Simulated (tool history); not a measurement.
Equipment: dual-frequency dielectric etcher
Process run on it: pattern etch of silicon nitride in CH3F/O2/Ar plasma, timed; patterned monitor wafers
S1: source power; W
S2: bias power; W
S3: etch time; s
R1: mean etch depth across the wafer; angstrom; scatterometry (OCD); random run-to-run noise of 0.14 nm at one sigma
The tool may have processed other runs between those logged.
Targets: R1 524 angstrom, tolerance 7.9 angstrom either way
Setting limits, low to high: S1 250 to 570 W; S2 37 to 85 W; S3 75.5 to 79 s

run 1 hour=0 | S1=410 S2=61 S3=75.5 | R1=480.07
run 2 hour=6.5 | S1=450 S2=61 S3=75.5 | R1=503.08
run 3 hour=9.1 | S1=380 S2=61 S3=75.5 | R1=462.13
run 4 hour=11.2 | S1=410 S2=61 S3=75.5 | R1=479.67
run 5 hour=18.6 | S1=360 S2=61 S3=75.5 | R1=445.64
run 6 hour=19.4 | S1=330 S2=61 S3=75.5 | R1=427.41
run 7 hour=24.8 | S1=370 S2=62 S3=75.5 | R1=460.53
run 8 hour=31.5 | S1=400 S2=62 S3=75.5 | R1=477.42
run 9 hour=32.8 | S1=420 S2=62 S3=75.5 | R1=490.22
run 10 hour=35.4 | S1=430 S2=62 S3=75.5 | R1=497.6
run 11 hour=39.8 | S1=440 S2=62 S3=75.5 | R1=502.83
run 12 hour=40.9 | S1=450 S2=62 S3=75.5 | R1=507.74
run 13 hour=45.6 | S1=460 S2=62 S3=75.5 | R1=511.94

Which one of the following 4 next-run settings gets every result inside its allowed miss? There is exactly one.
run A hour=50.3 | S1=460 S2=58 S3=75.5 | R1=?
run B hour=50.3 | S1=470 S2=62 S3=76.5 | R1=?
run C hour=50.3 | S1=460 S2=60 S3=75.5 | R1=?
run D hour=50.3 | S1=420 S2=66 S3=76 | R1=?

move=A R1=500.52
move=B R1=528.71
move=C R1=508.47
move=D R1=511.11
A: misses by more than the last run did
B: every result lands within tolerance
C: misses by more than the last run did
D: misses by more than the last run did
Answer: B
